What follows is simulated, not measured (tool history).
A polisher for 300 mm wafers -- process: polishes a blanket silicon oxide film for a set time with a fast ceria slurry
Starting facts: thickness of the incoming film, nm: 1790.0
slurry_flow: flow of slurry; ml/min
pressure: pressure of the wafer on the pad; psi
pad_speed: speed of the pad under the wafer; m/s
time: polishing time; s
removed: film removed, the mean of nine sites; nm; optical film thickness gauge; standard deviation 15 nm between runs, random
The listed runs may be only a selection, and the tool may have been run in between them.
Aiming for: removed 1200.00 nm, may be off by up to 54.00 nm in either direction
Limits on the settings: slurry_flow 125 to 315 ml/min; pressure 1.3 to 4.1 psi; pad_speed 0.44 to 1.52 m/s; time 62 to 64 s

run 1 day=0.000 | slurry_flow=205 pressure=2.7 pad_speed=0.98 time=62 | removed=893.77
run 2 day=0.067 | slurry_flow=205 pressure=2.4 pad_speed=0.98 time=62 | removed=815.53
run 3 day=0.417 | slurry_flow=205 pressure=2.4 pad_speed=0.88 time=62 | removed=755.12
run 4 day=0.679 | slurry_flow=205 pressure=2.8 pad_speed=0.90 time=62 | removed=889.65
run 5 day=0.767 | slurry_flow=205 pressure=3.0 pad_speed=0.90 time=62 | removed=984.77
run 6 day=1.029 | slurry_flow=205 pressure=3.0 pad_speed=0.98 time=62 | removed=1022.10
run 7 day=1.362 | slurry_flow=205 pressure=3.1 pad_speed=0.98 time=62 | removed=1041.60
run 8 day=1.462 | slurry_flow=205 pressure=3.2 pad_speed=0.98 time=62 | removed=1062.90
run 9 day=1.521 | slurry_flow=205 pressure=3.3 pad_speed=0.98 time=62 | removed=1154.20

Next run, 5 choices. One meets every target within its allowed miss, the rest don't. Which?
run A day=1.579 | slurry_flow=205 pressure=3.6 pad_speed=0.74 time=63 | removed=?
run B day=1.579 | slurry_flow=170 pressure=3.5 pad_speed=1.06 time=62 | removed=?
run C day=1.579 | slurry_flow=250 pressure=3.3 pad_speed=0.86 time=64 | removed=?
run D day=1.579 | slurry_flow=210 pressure=3.1 pad_speed=0.98 time=63 | removed=?
run E day=1.579 | slurry_flow=185 pressure=3.3 pad_speed=0.90 time=64 | removed=?

move=A removed=1063.50
move=B removed=1238.70
move=C removed=1108.00
move=D removed=1092.00
move=E removed=1100.40
A: the biggest miss grows against the last run
B: each result inside its tolerance
C: the biggest miss grows against the last run
D: the biggest miss grows against the last run
E: the biggest miss grows against the last run
B is the move that brings every result within its allowed miss.
